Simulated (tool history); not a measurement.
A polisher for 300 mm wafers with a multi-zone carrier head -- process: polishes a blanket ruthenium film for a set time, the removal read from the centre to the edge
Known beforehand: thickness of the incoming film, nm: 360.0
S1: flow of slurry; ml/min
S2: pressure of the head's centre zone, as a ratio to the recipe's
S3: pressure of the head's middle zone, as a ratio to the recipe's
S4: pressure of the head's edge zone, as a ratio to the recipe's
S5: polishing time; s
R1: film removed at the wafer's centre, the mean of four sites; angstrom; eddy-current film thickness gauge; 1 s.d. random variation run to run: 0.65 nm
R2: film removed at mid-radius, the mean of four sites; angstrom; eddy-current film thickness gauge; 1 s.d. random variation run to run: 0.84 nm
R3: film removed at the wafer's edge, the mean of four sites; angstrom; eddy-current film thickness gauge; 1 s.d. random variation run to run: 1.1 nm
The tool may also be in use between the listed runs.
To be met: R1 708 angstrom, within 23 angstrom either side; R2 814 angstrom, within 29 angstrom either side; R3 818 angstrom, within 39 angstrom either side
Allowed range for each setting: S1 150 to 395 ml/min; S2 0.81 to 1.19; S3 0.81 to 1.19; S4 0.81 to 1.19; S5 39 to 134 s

run,hour,S1,S2,S3,S4,S5,R1,R2,R3
1,0,250,1,1,1,86,706.9,653.1,615.7
2,0.8,290,1,1,1,86,720.82,662.01,624.83
3,9,290,1,1,0.96,86,728.58,651.94,621.05
4,10.2,290,1,1,1.05,86,712.2,652.68,646.26
5,14.5,290,1,0.93,1.05,86,704.2,621.36,656.64
6,22.4,290,1,0.93,1.14,86,724.47,615.84,675.22
7,29.6,300,0.96,0.96,1.15,89,722.02,677.15,706.96
8,38.3,310,0.93,0.96,1.16,91,711.8,684.97,722.52
9,42.4,315,0.9,0.97,1.17,93,724.49,706.6,749.99
10,51,310,0.88,0.99,1.17,94,704.16,705.51,741.87
11,58.2,320,0.86,1.01,1.17,95,701.91,741.68,757.88
12,60,320,0.86,1.01,1.17,95,704.9,745.94,756.56
13,65,325,0.85,1.02,1.17,96,706.76,758.93,769.7
14,70,325,0.85,1.02,1.17,96,718.65,753.71,771.73
15,72.1,315,0.84,1.03,1.17,97,702.51,768.16,785.57
16,74.1,315,0.84,1.04,1.17,98,720.03,769.02,771.94
17,78,335,0.83,1.04,1.17,98,718.31,778.14,766.38
# hour 84.2: centre zone pressure recalibrated
18,84.2,335,0.83,1.04,1.17,98,642.82,785.54,787.96
19,89.6,330,0.83,1.04,1.17,99,653.35,802.73,780.29

Consider the 4 candidate settings below. Which is the only one whose results all fall within their allowed miss of target?
A,95,170,0.98,1.04,1.14,110,?,?,?
B,95,390,0.89,1.03,1.16,100,?,?,?
C,95,365,0.81,0.99,1.11,97,?,?,?
D,95,285,1.06,1.19,1.09,99,?,?,?

move,R1,R2,R3
A,747.97,807.79,797.17
B,702.52,808.17,789.01
C,626.55,757.78,747.39
D,782.3,866.29,741.54
A: moves the result that the last run missed by most past its target, out the other side
B: meets every target
C: lands further from the targets than the last run did
D: moves the result that the last run missed by most past its target, out the other side
The move that meets every target is B.
